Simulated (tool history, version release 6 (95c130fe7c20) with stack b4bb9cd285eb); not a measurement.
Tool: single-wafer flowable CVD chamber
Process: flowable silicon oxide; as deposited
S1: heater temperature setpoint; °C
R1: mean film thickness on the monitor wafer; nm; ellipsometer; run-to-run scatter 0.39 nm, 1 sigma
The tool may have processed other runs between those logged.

run 1 hour=0 | S1=100 chamber_pressure_(Pa)=128 RF_power_(kW)=1.56 deposition_time_(s)=325 | R1=226.02
run 2 hour=2.8 | S1=89 chamber_pressure_(Pa)=128 RF_power_(kW)=1.56 deposition_time_(s)=325 | R1=311.2
run 3 hour=10 | S1=89 chamber_pressure_(Pa)=128 RF_power_(kW)=1.725 deposition_time_(s)=325 | R1=315.39
run 4 hour=10.7 | S1=89 chamber_pressure_(Pa)=128 RF_power_(kW)=1.725 deposition_time_(s)=325 | R1=318.28
run 5 hour=16.1 | S1=96 chamber_pressure_(Pa)=127.9 RF_power_(kW)=1.725 deposition_time_(s)=325 | R1=258.86
run 6 hour=20 | S1=96 chamber_pressure_(Pa)=127.9 RF_power_(kW)=1.885 deposition_time_(s)=325 | R1=263.11
run 7 hour=28.9 | S1=102 chamber_pressure_(Pa)=127.7 RF_power_(kW)=1.885 deposition_time_(s)=325 | R1=221.03
run 8 hour=31.1 | S1=107 chamber_pressure_(Pa)=127.5 RF_power_(kW)=1.885 deposition_time_(s)=325 | R1=190.4
run 9 hour=36.6 | S1=111 chamber_pressure_(Pa)=127.3 RF_power_(kW)=1.885 deposition_time_(s)=325 | R1=169.7
run 10 hour=39.7 | S1=114 chamber_pressure_(Pa)=127.1 RF_power_(kW)=1.885 deposition_time_(s)=325 | R1=154.34
run 11 hour=44.8 | S1=116 chamber_pressure_(Pa)=127.1 RF_power_(kW)=1.885 deposition_time_(s)=325 | R1=147.5
run 12 hour=45.4 | S1=118 chamber_pressure_(Pa)=126.5 RF_power_(kW)=1.885 deposition_time_(s)=325 | R1=138.9
run 13 hour=49.8 | S1=124 chamber_pressure_(Pa)=126.4 RF_power_(kW)=1.885 deposition_time_(s)=325 | R1=118.41
run 14 hour=50.7 | S1=124 chamber_pressure_(Pa)=125.7 RF_power_(kW)=1.885 deposition_time_(s)=325 | R1=118.18

Expected results for the next run?
run 15 hour=52.8 | S1=124 chamber_pressure_(Pa)=125.1 RF_power_(kW)=1.885 deposition_time_(s)=325 | R1=?

Run 15 gave R1 117.14 nm.

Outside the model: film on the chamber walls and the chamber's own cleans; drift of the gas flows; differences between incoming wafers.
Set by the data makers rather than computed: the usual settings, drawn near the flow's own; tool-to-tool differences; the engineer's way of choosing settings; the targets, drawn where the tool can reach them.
